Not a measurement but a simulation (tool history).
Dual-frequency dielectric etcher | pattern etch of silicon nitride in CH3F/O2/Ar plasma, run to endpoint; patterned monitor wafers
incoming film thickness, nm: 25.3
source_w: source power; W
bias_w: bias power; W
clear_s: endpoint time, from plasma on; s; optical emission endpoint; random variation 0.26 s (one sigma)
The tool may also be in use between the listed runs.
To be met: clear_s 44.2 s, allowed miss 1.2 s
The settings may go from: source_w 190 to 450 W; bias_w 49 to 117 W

| run | hour | source_w | bias_w | clear_s |
|---|---|---|---|---|
| 1 | 0 | 320 | 83 | 38.667 |
| 2 | 4.2 | 290 | 80 | 40.826 |
| 3 | 6.9 | 310 | 80 | 40.09 |
| 4 | 14.5 | 310 | 68 | 41.424 |
| 5 | 17.7 | 310 | 80 | 39.624 |
| 6 | 26.4 | 290 | 78 | 41.275 |
| 7 | 32.7 | 290 | 78 | 40.912 |
| 8 | 41.1 | 270 | 76 | 42.858 |

Which of these 5 next moves meets every target?
| A | 49.5 | 260 | 73 | ? |
| B | 49.5 | 320 | 72 | ? |
| C | 49.5 | 230 | 64 | ? |
| D | 49.5 | 240 | 61 | ? |
| E | 49.5 | 290 | 85 | ? |

| move | clear_s |
|---|---|
| A | 44.119 |
| B | 40.428 |
| C | 48.113 |
| D | 47.718 |
| E | 40.467 |
A: meets every target
B: further off than the last run
C: takes the result that was furthest off past its target
D: takes the result that was furthest off past its target
E: further off than the last run
Answer: A
